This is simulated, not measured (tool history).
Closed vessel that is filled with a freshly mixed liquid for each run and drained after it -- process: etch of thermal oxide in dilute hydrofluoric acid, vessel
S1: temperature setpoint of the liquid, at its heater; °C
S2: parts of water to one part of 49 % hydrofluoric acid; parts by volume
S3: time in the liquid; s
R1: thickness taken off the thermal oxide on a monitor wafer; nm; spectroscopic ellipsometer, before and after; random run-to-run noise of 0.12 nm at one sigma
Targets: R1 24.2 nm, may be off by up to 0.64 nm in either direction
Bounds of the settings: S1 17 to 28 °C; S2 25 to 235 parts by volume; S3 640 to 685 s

run  hour    S1   S2   S3      R1
  1     0    20  130  640  18.564
  2   6.1    21  130  640  19.447
  3    12  19.5  130  640  18.329
  4  18.8  20.5  130  640  19.184
  5  23.5  20.5  130  685  20.426
  6  25.2    21  130  685  20.748
  7  29.6  21.5  130  685  21.086
  8  33.7    22  130  685   21.67
  9  41.5  22.5  130  685   22.12
 10  45.3    23  130  685  22.361
 11    49  23.5  130  685  22.961

Next run, 4 choices. One meets every target within its allowed miss, the rest don't. Which?
  A  52.7    22  125  675   ?
  B  52.7  22.5  130  650   ?
  C  52.7  19.5  120  685   ?
  D  52.7    23  115  640   ?

move      R1
   A  22.165
   B  20.814
   C  21.307
   D  24.041
A: the biggest miss grows against the last run
B: the biggest miss grows against the last run
C: the biggest miss grows against the last run
D: every result lands within tolerance
Answer: D

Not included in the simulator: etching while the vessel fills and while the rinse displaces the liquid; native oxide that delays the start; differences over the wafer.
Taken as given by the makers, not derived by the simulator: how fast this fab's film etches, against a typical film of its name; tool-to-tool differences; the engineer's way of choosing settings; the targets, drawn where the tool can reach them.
